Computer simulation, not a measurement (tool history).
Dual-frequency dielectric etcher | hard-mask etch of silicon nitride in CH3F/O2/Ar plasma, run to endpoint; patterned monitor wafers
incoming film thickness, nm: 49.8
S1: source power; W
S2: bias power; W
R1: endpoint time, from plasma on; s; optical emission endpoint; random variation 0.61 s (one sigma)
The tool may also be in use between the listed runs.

| run | hour | S1 | S2 | R1 |
|---|---|---|---|---|
| 1 | 0 | 310 | 53 | 88.215 |
| 2 | 4 | 310 | 59 | 84.977 |
| 3 | 8.2 | 310 | 54 | 87.165 |
| 4 | 14.2 | 330 | 54 | 85.531 |
| 5 | 22.1 | 310 | 54 | 87.598 |
| 6 | 28.2 | 290 | 53 | 88.888 |

Run 7 comes next. What will it give?
| 7 | 35.7 | 280 | 51 | ? |

R1: 93.367 s
